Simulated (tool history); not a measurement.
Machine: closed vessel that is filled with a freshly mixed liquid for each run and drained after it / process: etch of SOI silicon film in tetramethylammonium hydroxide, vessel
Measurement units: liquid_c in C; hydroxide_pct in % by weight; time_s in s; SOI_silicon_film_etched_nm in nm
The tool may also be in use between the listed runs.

run  hour  liquid_c  hydroxide_pct  time_s  SOI_silicon_film_etched_nm
  1     0        68             11      30                      204.36
  2   3.6        68             11      30                       204.9
  3   8.1        68             11      30                      203.82
  4    17      68.5             11      30                       214.2
  5  19.4        69             11      30                       215.4
  6  26.5        69             11      30                      218.16
  7  33.9      69.5             11      30                      220.25

Estimate the outcome of run 8 from the log above:
  8  37.4      69.5             11      30                           ?

{"run 8": {"SOI_silicon_film_etched_nm": 225.22}}
